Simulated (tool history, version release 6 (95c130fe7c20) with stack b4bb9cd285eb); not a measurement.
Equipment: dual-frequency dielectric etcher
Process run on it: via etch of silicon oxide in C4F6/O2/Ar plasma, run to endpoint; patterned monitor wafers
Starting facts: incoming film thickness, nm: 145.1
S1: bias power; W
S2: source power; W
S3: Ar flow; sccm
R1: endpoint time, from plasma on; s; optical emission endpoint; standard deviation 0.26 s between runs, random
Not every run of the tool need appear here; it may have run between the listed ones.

run    day   S1   S2   S3      R1
  1      0  553  450  348  30.685
  2  0.342  531  440  349    31.2
  3  0.371  511  430  351  32.324
  4  0.692  499  430  352  32.589
  5  0.883  563  430  352  30.913
  6  1.096  563  370  352  32.886

Forecast run 7:
  7  1.179  554  370  352   ?

Run 7 gave R1 33.177 s.
